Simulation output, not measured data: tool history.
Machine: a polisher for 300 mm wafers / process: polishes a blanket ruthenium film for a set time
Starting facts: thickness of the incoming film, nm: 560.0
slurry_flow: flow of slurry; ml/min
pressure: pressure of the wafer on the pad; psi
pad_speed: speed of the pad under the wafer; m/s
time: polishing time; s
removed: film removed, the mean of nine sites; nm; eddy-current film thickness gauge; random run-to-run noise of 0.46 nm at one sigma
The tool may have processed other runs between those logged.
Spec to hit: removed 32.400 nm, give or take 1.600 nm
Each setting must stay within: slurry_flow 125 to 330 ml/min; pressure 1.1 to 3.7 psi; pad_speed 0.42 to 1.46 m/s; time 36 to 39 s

run  hour  slurry_flow  pressure  pad_speed  time  removed
  1   0.0          210       2.4       0.94    39   43.202
  2   6.8          255       2.4       0.94    39   43.953
  3  12.3          255       2.9       0.94    39   51.606
  4  20.5          285       2.9       0.94    39   52.179
  5  25.1          285       2.9       0.94    36   47.970
  6  30.4          285       2.7       0.94    36   45.386
  7  36.5          285       2.5       0.94    36   42.415
  8  38.2          285       2.4       0.94    36   41.009
  9  46.6          285       2.3       0.94    36   39.302
 10  53.1          285       1.8       0.92    36   30.156

Pick the move, out of 5, that brings all results within their allowed miss; only one does.
  A  59.6          285       1.5       1.02    36        ?
  B  59.6          235       1.9       0.88    39        ?
  C  59.6          285       1.6       0.90    36        ?
  D  59.6          290       1.9       0.80    37        ?
  E  59.6          275       1.9       0.84    36        ?

move  removed
   A   28.043
   B   32.320
   C   26.413
   D   28.614
   E   29.030
A: lands further from the targets than the last run did
B: all results in spec
C: lands further from the targets than the last run did
D: lands further from the targets than the last run did
E: lands further from the targets than the last run did
So the answer is move B, the one that meets all the targets.

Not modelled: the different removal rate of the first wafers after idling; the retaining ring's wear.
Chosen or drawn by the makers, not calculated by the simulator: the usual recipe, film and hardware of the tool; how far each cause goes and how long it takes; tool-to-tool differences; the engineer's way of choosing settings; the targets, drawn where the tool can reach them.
